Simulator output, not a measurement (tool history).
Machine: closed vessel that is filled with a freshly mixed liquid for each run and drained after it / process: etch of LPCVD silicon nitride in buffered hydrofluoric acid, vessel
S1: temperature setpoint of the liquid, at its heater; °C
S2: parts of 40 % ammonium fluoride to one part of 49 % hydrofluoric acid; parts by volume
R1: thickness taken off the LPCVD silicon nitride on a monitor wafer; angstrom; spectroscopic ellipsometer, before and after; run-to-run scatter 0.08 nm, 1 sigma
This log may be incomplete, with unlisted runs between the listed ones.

{"run": 1, "hour": 0.0, "S1": 22, "S2": 16.5, "time in the liquid (s)": 900, "R1": 71.473}
{"run": 2, "hour": 1.7, "S1": 23, "S2": 16.5, "time in the liquid (s)": 900, "R1": 75.048}
{"run": 3, "hour": 8.6, "S1": 20.5, "S2": 16.5, "time in the liquid (s)": 900, "R1": 65.345}
{"run": 4, "hour": 10.2, "S1": 20.5, "S2": 18.5, "time in the liquid (s)": 900, "R1": 58.78}
{"run": 5, "hour": 19.0, "S1": 22.5, "S2": 18.5, "time in the liquid (s)": 900, "R1": 65.817}
{"run": 6, "hour": 25.2, "S1": 22.5, "S2": 21.5, "time in the liquid (s)": 900, "R1": 58.536}

Estimate the outcome of run 7 from the log above:
{"run": 7, "hour": 32.8, "S1": 24.5, "S2": 21.5, "time in the liquid (s)": 900, "R1": "?"}

{"run 7": {"R1": 65.15}}
